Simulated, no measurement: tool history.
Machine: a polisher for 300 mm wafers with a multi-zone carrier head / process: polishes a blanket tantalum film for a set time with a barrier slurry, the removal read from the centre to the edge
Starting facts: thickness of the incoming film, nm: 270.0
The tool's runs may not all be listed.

run  hour  flow of slurry (ml/min)  pressure of the head's centre zone  pressure of the head's middle zone  pressure of the head's edge zone  abrasive content of the slurry  polishing time (s)  film removed at the wafer's centre (nm)  film removed at mid-radius (nm)  film removed at the wafer's edge (nm)
  1     0                      250                                   1                                   1                                 1                               1                  66                                   80.716                           81.314                                 78.086
  2   8.2                      250                                   1                                   1                                 1                               1                  60                                   72.613                           75.532                                 72.761
  3  13.5                      250                                1.02                                0.99                              0.98                            0.95                  60                                   73.132                           72.487                                 71.684
  4  21.7                      250                                0.98                                0.99                              0.98                            0.95                  60                                   70.767                           72.291                                 68.633
  5  29.8                      250                                0.98                                0.99                              0.98                            1.15                  60                                   74.763                           75.142                                 72.965
  6  33.5                      260                                   1                                0.98                              0.95                             1.1                  60                                   74.431                           74.501                                 72.866
  7  36.2                      245                                1.03                                0.98                              0.93                               1                  60                                   73.858                           71.278                                 69.723
  8  40.1                      230                                1.05                                0.99                              0.91                            0.95                  60                                   75.342                           74.354                                  69.27
  9  44.6                      225                                1.07                                0.98                               0.9                             0.9                  60                                   75.012                           69.478                                 68.621

The next listed run, before its measurement:
 10  48.6                      225                                1.09                                0.99                              0.89                            0.85                  60                                        ?                                ?                                      ?

{"run 10": {"film removed at the wafer's centre (nm)": 73.674, "film removed at mid-radius (nm)": 69.58, "film removed at the wafer's edge (nm)": 65.417}}

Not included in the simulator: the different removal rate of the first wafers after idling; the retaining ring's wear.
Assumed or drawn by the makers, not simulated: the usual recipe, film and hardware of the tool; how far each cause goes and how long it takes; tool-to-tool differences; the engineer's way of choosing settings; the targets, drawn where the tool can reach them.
